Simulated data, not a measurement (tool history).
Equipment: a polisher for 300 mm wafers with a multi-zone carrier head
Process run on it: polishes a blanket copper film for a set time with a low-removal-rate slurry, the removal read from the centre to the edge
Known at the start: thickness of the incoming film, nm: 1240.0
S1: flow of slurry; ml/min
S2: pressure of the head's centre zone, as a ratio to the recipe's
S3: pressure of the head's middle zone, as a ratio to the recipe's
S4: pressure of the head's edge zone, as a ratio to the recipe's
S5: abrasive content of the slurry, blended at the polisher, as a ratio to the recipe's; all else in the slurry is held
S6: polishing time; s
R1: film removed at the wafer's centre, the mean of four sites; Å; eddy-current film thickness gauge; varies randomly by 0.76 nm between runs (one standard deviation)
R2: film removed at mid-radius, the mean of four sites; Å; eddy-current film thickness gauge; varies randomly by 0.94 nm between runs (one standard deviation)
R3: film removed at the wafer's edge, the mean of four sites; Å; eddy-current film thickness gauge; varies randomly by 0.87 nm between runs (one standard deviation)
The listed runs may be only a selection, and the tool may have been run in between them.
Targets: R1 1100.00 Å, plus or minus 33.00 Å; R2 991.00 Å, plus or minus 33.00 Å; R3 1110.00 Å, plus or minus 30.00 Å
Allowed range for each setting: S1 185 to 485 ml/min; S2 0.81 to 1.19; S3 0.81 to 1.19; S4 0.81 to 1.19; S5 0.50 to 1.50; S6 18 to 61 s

run	hour	S1	S2	S3	S4	S5	S6	R1	R2	R3
1	0.0	310	1.00	1.00	1.00	1.00	39	1109.80	1088.50	1141.60
2	8.3	390	1.00	1.00	1.00	1.00	39	1132.40	1145.00	1152.90
3	11.4	390	1.00	1.00	1.00	0.85	39	1096.50	1085.10	1105.90
4	14.4	390	1.00	1.00	1.00	0.85	32	896.19	912.01	912.46
5	16.8	385	1.01	0.99	1.02	0.90	32	920.49	903.90	935.07
6	19.8	380	1.02	0.99	1.04	0.95	32	941.23	932.63	954.21
# hour 21.8: worn pad replaced by a new one
7	21.8	370	1.03	0.98	1.05	1.00	32	1015.90	963.67	1026.40
8	27.5	365	1.07	0.98	1.13	1.00	32	1056.60	974.53	1039.90

5 next moves are on the table. One of them brings every result within its allowed miss. Which?
A	33.2	425	1.08	0.91	1.14	0.95	33	?	?	?
B	33.2	250	1.04	0.92	1.05	1.00	36	?	?	?
C	33.2	380	1.00	0.96	1.16	1.00	32	?	?	?
D	33.2	380	1.10	1.03	1.11	1.00	30	?	?	?
E	33.2	340	0.92	0.96	1.17	1.05	34	?	?	?

move	R1	R2	R3
A	1100.80	942.15	1091.60
B	1105.10	997.05	1130.00
C	991.55	959.76	1070.30
D	1023.70	954.35	988.72
E	970.06	1022.70	1145.70
A: the worst result of the last run now meets its target, but another is out of spec
B: every result lands within tolerance
C: the biggest miss grows against the last run
D: the biggest miss grows against the last run
E: the result that was furthest off in the last run now lies on the other side of its target
B meets every target.

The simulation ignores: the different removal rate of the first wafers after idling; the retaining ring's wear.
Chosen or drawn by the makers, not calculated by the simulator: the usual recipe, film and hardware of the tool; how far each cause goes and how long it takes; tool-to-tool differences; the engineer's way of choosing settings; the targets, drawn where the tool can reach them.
